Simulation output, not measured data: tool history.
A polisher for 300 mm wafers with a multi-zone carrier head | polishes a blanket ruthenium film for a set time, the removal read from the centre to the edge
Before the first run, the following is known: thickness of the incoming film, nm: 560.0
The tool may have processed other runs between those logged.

run  hour  flow of slurry (ml/min)  pressure of the head's centre zone  pressure of the head's middle zone  pressure of the head's edge zone  polishing time (s)  film removed at the wafer's centre (angstrom)  film removed at mid-radius (angstrom)  film removed at the wafer's edge (angstrom)
  1   0.0                      240                                1.00                                1.00                              1.00                  37                                         589.19                                 560.97                                       552.31
  2   1.6                      240                                1.00                                1.00                              1.00                  41                                         656.93                                 619.36                                       619.25
  3   9.0                      240                                1.00                                1.00                              1.04                  41                                         654.93                                 625.97                                       619.13
  4  17.8                      235                                0.98                                0.99                              1.04                  37                                         580.00                                 556.48                                       572.95
  5  21.7                      235                                0.98                                1.07                              1.04                  37                                         578.90                                 587.93                                       573.76
  6  22.6                      235                                0.98                                1.07                              1.04                  28                                         435.22                                 445.69                                       427.99
     23.7  -- centre zone pressure recalibrated
  7  23.7                      230                                0.96                                1.05                              1.03                  27                                         388.48                                 421.55                                       417.54
  8  31.6                      235                                0.96                                1.03                              1.01                  26                                         378.44                                 406.99                                       392.29

Predict the results of run 9:
  9  38.9                      230                                0.96                                1.00                              1.00                  26                                              ?                                      ?                                            ?

{"run 9": {"film removed at the wafer's centre (angstrom)": 380.42, "film removed at mid-radius (angstrom)": 392.43, "film removed at the wafer's edge (angstrom)": 382.24}}

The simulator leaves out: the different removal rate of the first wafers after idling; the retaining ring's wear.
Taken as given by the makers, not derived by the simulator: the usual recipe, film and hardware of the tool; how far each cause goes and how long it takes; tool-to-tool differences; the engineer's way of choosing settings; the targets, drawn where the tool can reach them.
